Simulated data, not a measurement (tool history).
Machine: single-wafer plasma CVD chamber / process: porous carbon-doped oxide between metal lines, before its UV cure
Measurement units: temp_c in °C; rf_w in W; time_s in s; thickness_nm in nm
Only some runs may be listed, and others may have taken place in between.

run  hour  temp_c  rf_w  time_s  thickness_nm
  1   0.0     315   410    29.5        140.60
  2   6.4     323   410    29.5        136.25
  3  12.1     326   380    29.3        123.12
  4  18.3     328   365    29.3        117.83
  5  19.8     328   340    29.3        108.95
  6  20.3     328   365    29.3        117.72
  7  25.2     330   355    29.3        113.42
  8  28.8     332   345    29.3        108.41

Run 9, settings as shown, results not yet in. Your forecast:
  9  29.7     333   340    29.3             ?

thickness_nm: 106.46 nm
